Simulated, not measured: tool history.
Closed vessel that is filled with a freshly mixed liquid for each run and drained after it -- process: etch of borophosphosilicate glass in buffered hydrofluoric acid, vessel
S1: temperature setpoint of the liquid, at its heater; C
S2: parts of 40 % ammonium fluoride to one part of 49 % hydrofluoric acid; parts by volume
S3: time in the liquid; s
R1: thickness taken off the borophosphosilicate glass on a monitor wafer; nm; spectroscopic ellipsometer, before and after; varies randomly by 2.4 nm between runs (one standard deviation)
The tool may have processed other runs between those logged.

{"run": 1, "day": 0.0, "S1": 24, "S2": 7, "S3": 105, "R1": 438.19}
{"run": 2, "day": 0.308, "S1": 24, "S2": 7, "S3": 115, "R1": 479.05}
{"run": 3, "day": 0.546, "S1": 24, "S2": 7, "S3": 105, "R1": 439.94}
{"run": 4, "day": 0.65, "S1": 25.5, "S2": 7, "S3": 105, "R1": 478.31}
{"run": 5, "day": 0.896, "S1": 26.5, "S2": 7, "S3": 105, "R1": 501.4}
{"run": 6, "day": 1.208, "S1": 26.5, "S2": 5, "S3": 105, "R1": 673.95}
{"run": 7, "day": 1.242, "S1": 26.5, "S2": 5, "S3": 105, "R1": 671.47}
{"run": 8, "day": 1.371, "S1": 26, "S2": 5, "S3": 105, "R1": 656.62}

Run 9 is up next; what results do you expect?
{"run": 9, "day": 1.442, "S1": 25.5, "S2": 5, "S3": 105, "R1": "?"}

{"run 9": {"R1": 639.6}}

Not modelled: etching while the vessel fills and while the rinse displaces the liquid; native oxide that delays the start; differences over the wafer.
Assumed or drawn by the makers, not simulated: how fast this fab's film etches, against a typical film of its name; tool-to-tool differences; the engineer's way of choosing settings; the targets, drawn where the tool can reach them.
